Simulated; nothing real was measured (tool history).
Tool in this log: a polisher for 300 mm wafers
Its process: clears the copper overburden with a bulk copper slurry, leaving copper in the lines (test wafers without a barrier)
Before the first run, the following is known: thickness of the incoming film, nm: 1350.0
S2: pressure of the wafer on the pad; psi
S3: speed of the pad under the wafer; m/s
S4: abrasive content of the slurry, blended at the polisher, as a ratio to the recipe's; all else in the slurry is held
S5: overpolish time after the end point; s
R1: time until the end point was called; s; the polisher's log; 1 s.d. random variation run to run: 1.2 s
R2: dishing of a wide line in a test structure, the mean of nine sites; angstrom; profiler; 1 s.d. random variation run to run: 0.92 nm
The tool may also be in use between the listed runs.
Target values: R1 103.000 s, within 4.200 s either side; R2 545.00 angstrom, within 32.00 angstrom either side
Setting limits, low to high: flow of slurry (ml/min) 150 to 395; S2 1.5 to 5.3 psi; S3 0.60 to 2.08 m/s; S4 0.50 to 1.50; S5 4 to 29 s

Run 1, day 0.000: flow of slurry (ml/min) 250, S2 3.4 psi, S3 1.34 m/s, S4 1.00, S5 15 s. Result: R1 82.098 s, R2 943.11 angstrom.
Run 2, day 0.046: flow of slurry (ml/min) 250, S2 3.0 psi, S3 1.38 m/s, S4 1.00, S5 12 s. Result: R1 88.526 s, R2 791.56 angstrom.
Run 3, day 0.308: flow of slurry (ml/min) 250, S2 3.0 psi, S3 1.38 m/s, S4 1.00, S5 6 s. Result: R1 88.707 s, R2 508.80 angstrom.
Run 4, day 0.638: flow of slurry (ml/min) 250, S2 2.4 psi, S3 1.38 m/s, S4 1.00, S5 6 s. Result: R1 109.360 s, R2 413.00 angstrom.
Run 5, day 0.779: flow of slurry (ml/min) 250, S2 2.5 psi, S3 1.36 m/s, S4 1.00, S5 7 s. Result: R1 107.910 s, R2 477.29 angstrom.
Run 6, day 1.133: flow of slurry (ml/min) 250, S2 2.5 psi, S3 1.36 m/s, S4 1.00, S5 4 s. Result: R1 106.930 s, R2 306.97 angstrom.
Run 7, day 1.171: flow of slurry (ml/min) 240, S2 2.5 psi, S3 1.38 m/s, S4 0.95, S5 6 s. Result: R1 106.040 s, R2 443.34 angstrom.
Run 8, day 1.546: flow of slurry (ml/min) 170, S2 2.7 psi, S3 1.38 m/s, S4 0.90, S5 6 s. Result: R1 104.010 s, R2 439.71 angstrom.
Run 9, day 1.904: flow of slurry (ml/min) 165, S2 2.7 psi, S3 1.38 m/s, S4 0.85, S5 7 s. Result: R1 105.140 s, R2 497.17 angstrom.

5 candidate next runs follow, results not yet known. Just one meets every target within its allowed miss. Identify it.
Run A, day 2.262: flow of slurry (ml/min) 155, S2 2.6 psi, S3 1.64 m/s, S4 0.55, S5 6 s. Result: R1 ?, R2 ?.
Run B, day 2.262: flow of slurry (ml/min) 150, S2 2.8 psi, S3 1.42 m/s, S4 0.75, S5 9 s. Result: R1 ?, R2 ?.
Run C, day 2.262: flow of slurry (ml/min) 185, S2 2.7 psi, S3 1.28 m/s, S4 0.80, S5 11 s. Result: R1 ?, R2 ?.
Run D, day 2.262: flow of slurry (ml/min) 170, S2 2.8 psi, S3 1.30 m/s, S4 0.80, S5 10 s. Result: R1 ?, R2 ?.
Run E, day 2.262: flow of slurry (ml/min) 150, S2 2.9 psi, S3 1.42 m/s, S4 0.65, S5 8 s. Result: R1 ?, R2 ?.

move       R1      R2
   A  101.970  439.46
   B  102.670  592.74
   C  113.200  633.42
   D  108.690  612.68
   E  102.350  548.09
A: misses by more than the last run did
B: pushes the last run's worst result past its target
C: pushes the last run's worst result past its target
D: pushes the last run's worst result past its target
E: meets every target
E is the move that brings every result within its allowed miss.
